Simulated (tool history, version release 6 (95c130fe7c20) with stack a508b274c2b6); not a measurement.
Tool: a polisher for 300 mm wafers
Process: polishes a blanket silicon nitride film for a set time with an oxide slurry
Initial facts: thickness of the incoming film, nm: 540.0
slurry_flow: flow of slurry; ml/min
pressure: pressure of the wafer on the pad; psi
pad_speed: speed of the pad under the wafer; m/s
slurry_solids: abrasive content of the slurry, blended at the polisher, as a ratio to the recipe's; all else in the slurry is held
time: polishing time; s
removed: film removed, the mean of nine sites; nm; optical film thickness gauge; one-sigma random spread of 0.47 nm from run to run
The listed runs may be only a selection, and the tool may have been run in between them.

Run 1, day 0.000: slurry_flow 205 ml/min, pressure 4.8 psi, pad_speed 1.04 m/s, slurry_solids 1.0, time 51 s. Result: removed 27.036 nm.
Run 2, day 0.108: slurry_flow 205 ml/min, pressure 4.8 psi, pad_speed 1.04 m/s, slurry_solids 1.0, time 45 s. Result: removed 23.889 nm.
Run 3, day 0.479: slurry_flow 185 ml/min, pressure 4.8 psi, pad_speed 1.04 m/s, slurry_solids 1.0, time 45 s. Result: removed 23.673 nm.
Run 4, day 0.721: slurry_flow 185 ml/min, pressure 4.8 psi, pad_speed 1.26 m/s, slurry_solids 1.0, time 45 s. Result: removed 25.934 nm.
Run 5, day 0.788: slurry_flow 195 ml/min, pressure 5.2 psi, pad_speed 1.30 m/s, slurry_solids 1.0, time 45 s. Result: removed 28.590 nm.
At day 1.158: conditioning disc replaced and pad reconditioned.
Run 6, day 1.158: slurry_flow 195 ml/min, pressure 5.2 psi, pad_speed 1.42 m/s, slurry_solids 1.0, time 45 s. Result: removed 50.729 nm.
Run 7, day 1.533: slurry_flow 200 ml/min, pressure 5.2 psi, pad_speed 1.42 m/s, slurry_solids 1.0, time 45 s. Result: removed 51.092 nm.
Run 8, day 1.817: slurry_flow 210 ml/min, pressure 5.2 psi, pad_speed 1.42 m/s, slurry_solids 1.0, time 45 s. Result: removed 51.631 nm.

Expected results for the next run?
Run 9, day 2.067: slurry_flow 220 ml/min, pressure 5.2 psi, pad_speed 1.42 m/s, slurry_solids 1.0, time 45 s. Result: removed ?.

Run 9 measured removed 51.346 nm.
